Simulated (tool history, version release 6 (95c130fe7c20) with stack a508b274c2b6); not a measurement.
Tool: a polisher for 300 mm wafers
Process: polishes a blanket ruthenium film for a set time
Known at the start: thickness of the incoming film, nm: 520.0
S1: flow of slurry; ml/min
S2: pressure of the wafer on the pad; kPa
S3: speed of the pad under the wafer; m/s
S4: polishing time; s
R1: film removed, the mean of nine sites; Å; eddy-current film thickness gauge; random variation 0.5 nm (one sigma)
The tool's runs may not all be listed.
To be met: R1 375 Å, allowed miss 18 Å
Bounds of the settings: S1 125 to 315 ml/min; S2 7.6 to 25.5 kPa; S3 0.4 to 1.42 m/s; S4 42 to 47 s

Run 1, hour 0: S1 205 ml/min, S2 16.5 kPa, S3 0.9 m/s, S4 47 s. Result: R1 568.99 Å.
Run 2, hour 3.3: S1 205 ml/min, S2 13.8 kPa, S3 0.9 m/s, S4 47 s. Result: R1 477.28 Å.
Run 3, hour 4.8: S1 205 ml/min, S2 13.1 kPa, S3 0.9 m/s, S4 47 s. Result: R1 460.46 Å.
Run 4, hour 9.7: S1 205 ml/min, S2 13.1 kPa, S3 1.04 m/s, S4 47 s. Result: R1 532.73 Å.
Run 5, hour 11.6: S1 205 ml/min, S2 13.1 kPa, S3 1.04 m/s, S4 42 s. Result: R1 472.57 Å.
Run 6, hour 19.9: S1 205 ml/min, S2 12.4 kPa, S3 1.04 m/s, S4 42 s. Result: R1 465.54 Å.
Run 7, hour 22.9: S1 205 ml/min, S2 11.7 kPa, S3 1.04 m/s, S4 42 s. Result: R1 452.94 Å.
Run 8, hour 26.1: S1 205 ml/min, S2 11 kPa, S3 1.04 m/s, S4 42 s. Result: R1 422.16 Å.
Run 9, hour 31.9: S1 205 ml/min, S2 10.3 kPa, S3 1.04 m/s, S4 42 s. Result: R1 395.89 Å.

Which of these 4 next moves meets every target?
Run A, hour 37.7: S1 135 ml/min, S2 11 kPa, S3 1.02 m/s, S4 46 s. Result: R1 ?.
Run B, hour 37.7: S1 220 ml/min, S2 10.3 kPa, S3 1.08 m/s, S4 42 s. Result: R1 ?.
Run C, hour 37.7: S1 210 ml/min, S2 11 kPa, S3 0.9 m/s, S4 47 s. Result: R1 ?.
Run D, hour 37.7: S1 140 ml/min, S2 9 kPa, S3 1.1 m/s, S4 44 s. Result: R1 ?.

move      R1
   A  425.45
   B  422.71
   C   413.3
   D  378.94
A: further off than the last run
B: further off than the last run
C: further off than the last run
D: meets every target
The right move is D.
